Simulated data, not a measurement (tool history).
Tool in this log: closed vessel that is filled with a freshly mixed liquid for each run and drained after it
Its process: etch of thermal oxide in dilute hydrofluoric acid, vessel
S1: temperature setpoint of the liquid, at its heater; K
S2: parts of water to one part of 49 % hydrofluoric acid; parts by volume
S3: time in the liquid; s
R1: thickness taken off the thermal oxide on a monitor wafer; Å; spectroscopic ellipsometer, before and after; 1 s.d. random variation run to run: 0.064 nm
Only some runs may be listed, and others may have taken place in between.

run	hour	S1	S2	S3	R1
1	0	294.15	60	190	147.62
2	3.7	296.15	60	190	158.78
3	7.3	293.65	60	190	144.04
4	14.7	293.15	65	190	129.72
5	17.5	293.15	75	190	110.43
6	20.3	292.65	75	190	108.62
7	21.8	292.15	75	190	106.64

What will run 8 give?
8	23.8	291.65	75	190	?

Run 8 came out at R1 104.6 Å.
